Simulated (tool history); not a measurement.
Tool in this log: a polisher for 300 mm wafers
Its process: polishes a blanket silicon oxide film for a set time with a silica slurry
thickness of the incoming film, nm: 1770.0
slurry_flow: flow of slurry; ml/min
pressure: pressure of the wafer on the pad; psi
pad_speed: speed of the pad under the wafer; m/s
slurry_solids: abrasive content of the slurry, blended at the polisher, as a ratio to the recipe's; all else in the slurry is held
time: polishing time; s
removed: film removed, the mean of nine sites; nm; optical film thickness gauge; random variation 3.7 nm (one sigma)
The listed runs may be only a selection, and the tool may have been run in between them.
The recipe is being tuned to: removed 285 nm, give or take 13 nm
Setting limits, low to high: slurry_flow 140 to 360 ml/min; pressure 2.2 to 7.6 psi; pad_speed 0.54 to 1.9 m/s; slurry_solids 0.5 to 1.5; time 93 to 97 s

run,hour,slurry_flow,pressure,pad_speed,slurry_solids,time,removed
1,0,230,4.9,1.22,1,93,460.55
2,1.5,230,4.9,1.22,1,93,437.17
3,3.6,230,4.2,1.22,1,93,396.46
4,8.5,250,4.2,1.22,1,93,400.44
5,12.9,250,4.2,1.22,1,93,405.94
6,19.2,250,3.7,1.22,1,93,371.16
7,24.6,245,3.3,1.2,1,93,328.69
8,28.5,235,3.1,1.2,1,93,306.41
9,31.1,225,3.1,1.2,1,93,312.81
10,36.4,220,3,1.2,1,93,299.89

Which single option among these 5 for the next run brings every result within its allowed miss of target? Just one does.
A,41.7,210,3.5,1.26,0.95,94,?
B,41.7,165,2.5,1.36,1.1,93,?
C,41.7,240,3.6,1,1.05,97,?
D,41.7,195,3.4,1.22,1,93,?
E,41.7,295,2.8,1.22,1.15,97,?

move,removed
A,340.95
B,289.29
C,320.91
D,326.9
E,332.25
A: lands further from the targets than the last run did
B: meets every target
C: lands further from the targets than the last run did
D: lands further from the targets than the last run did
E: lands further from the targets than the last run did
Answer: B

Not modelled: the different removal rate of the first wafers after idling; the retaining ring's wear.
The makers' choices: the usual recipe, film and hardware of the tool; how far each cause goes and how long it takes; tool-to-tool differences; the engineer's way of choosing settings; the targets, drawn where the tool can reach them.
